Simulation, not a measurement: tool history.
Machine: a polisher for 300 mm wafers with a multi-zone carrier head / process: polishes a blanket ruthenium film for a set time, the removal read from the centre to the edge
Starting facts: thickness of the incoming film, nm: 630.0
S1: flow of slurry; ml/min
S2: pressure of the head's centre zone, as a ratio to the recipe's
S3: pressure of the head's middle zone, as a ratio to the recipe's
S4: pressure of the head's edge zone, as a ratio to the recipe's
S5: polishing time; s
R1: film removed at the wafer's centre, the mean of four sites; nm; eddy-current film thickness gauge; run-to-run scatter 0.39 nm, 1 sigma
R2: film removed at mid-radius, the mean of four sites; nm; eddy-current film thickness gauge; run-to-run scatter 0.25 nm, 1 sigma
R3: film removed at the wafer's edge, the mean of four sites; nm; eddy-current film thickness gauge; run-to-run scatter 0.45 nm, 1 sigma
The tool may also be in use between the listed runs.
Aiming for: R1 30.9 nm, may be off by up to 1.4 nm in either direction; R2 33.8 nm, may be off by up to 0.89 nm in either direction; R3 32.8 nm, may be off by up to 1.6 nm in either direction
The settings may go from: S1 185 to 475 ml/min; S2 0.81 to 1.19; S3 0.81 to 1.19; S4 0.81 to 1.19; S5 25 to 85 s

run 1 hour=0 | S1=305 S2=1 S3=1 S4=1 S5=55 | R1=48.136 R2=48.296 R3=46.97
run 2 hour=6.9 | S1=305 S2=1 S3=1.08 S4=1 S5=55 | R1=48.046 R2=50.406 R3=46.72
run 3 hour=13.6 | S1=300 S2=0.98 S3=1.05 S4=0.99 S5=52 | R1=45 R2=46.049 R3=44.936
run 4 hour=19 | S1=310 S2=0.97 S3=1.08 S4=0.98 S5=48 | R1=40.533 R2=44.631 R3=40.558
run 5 hour=24.5 | S1=315 S2=0.96 S3=1.05 S4=0.97 S5=46 | R1=38.331 R2=41.463 R3=38.88
run 6 hour=30 | S1=315 S2=0.96 S3=1.01 S4=0.97 S5=46 | R1=39.109 R2=40.369 R3=39.589
run 7 hour=38.9 | S1=320 S2=0.95 S3=1.01 S4=0.96 S5=44 | R1=37.571 R2=38.434 R3=37.118
run 8 hour=44.4 | S1=320 S2=0.93 S3=1.01 S4=0.95 S5=43 | R1=34.663 R2=37.039 R3=35.618
-- hour=45.3 slurry nozzle cleaned
run 9 hour=45.3 | S1=300 S2=0.88 S3=0.94 S4=0.85 S5=42 | R1=33.112 R2=35.099 R3=33.61
run 10 hour=48.4 | S1=300 S2=0.88 S3=0.94 S4=0.85 S5=42 | R1=32.766 R2=34.953 R3=34.732

Exercise: of the 5 proposed moves below, exactly one satisfies all targets within the stated allowed misses. Which move is it?
run A hour=51.5 | S1=205 S2=0.88 S3=0.99 S4=0.82 S5=42 | R1=? R2=? R3=?
run B hour=51.5 | S1=310 S2=0.94 S3=0.94 S4=0.81 S5=41 | R1=? R2=? R3=?
run C hour=51.5 | S1=290 S2=0.93 S3=0.86 S4=1 S5=41 | R1=? R2=? R3=?
run D hour=51.5 | S1=295 S2=0.9 S3=0.92 S4=0.95 S5=39 | R1=? R2=? R3=?
run E hour=51.5 | S1=275 S2=0.82 S3=0.91 S4=0.81 S5=42 | R1=? R2=? R3=?

move=A R1=31.668 R2=35.731 R3=32.388
move=B R1=34.504 R2=34.728 R3=32.418
move=C R1=33.903 R2=32.07 R3=35.596
move=D R1=31.264 R2=32.312 R3=33.051
move=E R1=30.441 R2=34.293 R3=32.963
A: the worst result of the last run now meets its target, but another is out of spec
B: lands further from the targets than the last run did
C: lands further from the targets than the last run did
D: the worst result of the last run now meets its target, but another is out of spec
E: all results in spec
Correct choice: E, which meets every target

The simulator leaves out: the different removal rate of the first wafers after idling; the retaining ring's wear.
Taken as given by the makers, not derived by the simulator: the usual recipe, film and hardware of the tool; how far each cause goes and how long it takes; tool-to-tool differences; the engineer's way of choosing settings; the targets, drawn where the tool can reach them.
